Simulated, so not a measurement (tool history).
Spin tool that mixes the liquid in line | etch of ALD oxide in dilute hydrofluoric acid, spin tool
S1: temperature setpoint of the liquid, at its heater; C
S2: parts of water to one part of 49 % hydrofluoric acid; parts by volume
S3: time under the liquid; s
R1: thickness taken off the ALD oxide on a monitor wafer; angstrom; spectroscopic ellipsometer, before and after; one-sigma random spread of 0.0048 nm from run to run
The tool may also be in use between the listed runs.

run 1 hour=0 | S1=20 S2=275 S3=85 | R1=27.352
run 2 hour=8.9 | S1=20 S2=275 S3=60 | R1=19.198
run 3 hour=11.3 | S1=20 S2=275 S3=85 | R1=27.27
run 4 hour=16.3 | S1=20 S2=275 S3=85 | R1=27.359
run 5 hour=19.7 | S1=20 S2=365 S3=85 | R1=18.962
run 6 hour=23 | S1=17.5 S2=365 S3=85 | R1=17.39
run 7 hour=29.9 | S1=17.5 S2=400 S3=85 | R1=15.454

What will run 8 give?
run 8 hour=32.6 | S1=17.5 S2=430 S3=85 | R1=?

{"run 8": {"R1": 14.178}}
